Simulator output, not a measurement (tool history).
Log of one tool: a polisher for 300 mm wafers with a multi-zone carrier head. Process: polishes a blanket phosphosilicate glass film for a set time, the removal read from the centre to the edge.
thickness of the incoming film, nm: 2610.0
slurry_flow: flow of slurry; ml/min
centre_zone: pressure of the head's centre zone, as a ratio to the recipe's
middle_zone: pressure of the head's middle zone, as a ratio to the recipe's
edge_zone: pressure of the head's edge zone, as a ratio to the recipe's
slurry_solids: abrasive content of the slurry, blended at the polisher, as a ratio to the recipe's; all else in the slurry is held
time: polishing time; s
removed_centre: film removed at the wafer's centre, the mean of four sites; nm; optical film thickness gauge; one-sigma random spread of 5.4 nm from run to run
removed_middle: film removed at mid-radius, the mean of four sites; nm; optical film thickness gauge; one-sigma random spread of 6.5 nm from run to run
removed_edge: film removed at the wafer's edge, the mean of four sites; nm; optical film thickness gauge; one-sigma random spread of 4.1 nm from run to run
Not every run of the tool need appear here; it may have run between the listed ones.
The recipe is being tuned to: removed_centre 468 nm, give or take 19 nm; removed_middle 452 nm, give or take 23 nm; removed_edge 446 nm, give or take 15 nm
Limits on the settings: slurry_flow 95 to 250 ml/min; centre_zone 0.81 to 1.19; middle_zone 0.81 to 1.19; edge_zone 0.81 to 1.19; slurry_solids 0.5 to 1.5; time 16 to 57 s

run 1 day=0 | slurry_flow=160 centre_zone=1 middle_zone=1 edge_zone=1 slurry_solids=1 time=36 | removed_centre=330.77 removed_middle=330.61 removed_edge=327.22
run 2 day=0.204 | slurry_flow=160 centre_zone=0.96 middle_zone=1 edge_zone=1 slurry_solids=1 time=36 | removed_centre=322.66 removed_middle=334.21 removed_edge=328.91
run 3 day=0.525 | slurry_flow=125 centre_zone=0.96 middle_zone=1 edge_zone=1 slurry_solids=1 time=36 | removed_centre=302.05 removed_middle=312.52 removed_edge=316.1
run 4 day=0.7 | slurry_flow=125 centre_zone=0.96 middle_zone=1 edge_zone=1.07 slurry_solids=1 time=36 | removed_centre=297.99 removed_middle=313.13 removed_edge=321.78
run 5 day=0.875 | slurry_flow=165 centre_zone=0.96 middle_zone=1 edge_zone=1.07 slurry_solids=1 time=36 | removed_centre=321.6 removed_middle=333.57 removed_edge=345.68
run 6 day=0.933 | slurry_flow=165 centre_zone=0.96 middle_zone=1 edge_zone=1.1 slurry_solids=1 time=36 | removed_centre=329.89 removed_middle=337.03 removed_edge=346.3
run 7 day=1.117 | slurry_flow=195 centre_zone=1.04 middle_zone=1.05 edge_zone=1.16 slurry_solids=1.25 time=37 | removed_centre=409.88 removed_middle=404.65 removed_edge=406.17
run 8 day=1.283 | slurry_flow=205 centre_zone=1.05 middle_zone=1.06 edge_zone=1.17 slurry_solids=1.3 time=37 | removed_centre=429.82 removed_middle=424.69 removed_edge=420.26
run 9 day=1.55 | slurry_flow=205 centre_zone=1.05 middle_zone=1.06 edge_zone=1.17 slurry_solids=1.3 time=37 | removed_centre=424.54 removed_middle=412.26 removed_edge=420.37
run 10 day=1.679 | slurry_flow=210 centre_zone=1.06 middle_zone=1.07 edge_zone=1.17 slurry_solids=1.35 time=37 | removed_centre=435.82 removed_middle=427.96 removed_edge=421.88

Which one of the following 4 next-run settings gets every result inside its allowed miss? There is exactly one.
run A day=1.808 | slurry_flow=175 centre_zone=1.11 middle_zone=0.89 edge_zone=1.08 slurry_solids=1.5 time=40 | removed_centre=? removed_middle=? removed_edge=?
run B day=1.808 | slurry_flow=235 centre_zone=1.05 middle_zone=1.19 edge_zone=1.02 slurry_solids=1.4 time=36 | removed_centre=? removed_middle=? removed_edge=?
run C day=1.808 | slurry_flow=205 centre_zone=1.01 middle_zone=1.19 edge_zone=1.03 slurry_solids=1.45 time=36 | removed_centre=? removed_middle=? removed_edge=?
run D day=1.808 | slurry_flow=250 centre_zone=1.06 middle_zone=1.08 edge_zone=1.13 slurry_solids=1.5 time=37 | removed_centre=? removed_middle=? removed_edge=?

move=A removed_centre=497.46 removed_middle=408.63 removed_edge=447.75
move=B removed_centre=441.18 removed_middle=463.52 removed_edge=397.07
move=C removed_centre=418 removed_middle=458.17 removed_edge=396.84
move=D removed_centre=473.46 removed_middle=459.78 removed_edge=443.37
A: moves the result that the last run missed by most past its target, out the other side
B: its largest miss is bigger than the last run's
C: its largest miss is bigger than the last run's
D: all results land within tolerance of their targets
D is the move that brings every result within its allowed miss.

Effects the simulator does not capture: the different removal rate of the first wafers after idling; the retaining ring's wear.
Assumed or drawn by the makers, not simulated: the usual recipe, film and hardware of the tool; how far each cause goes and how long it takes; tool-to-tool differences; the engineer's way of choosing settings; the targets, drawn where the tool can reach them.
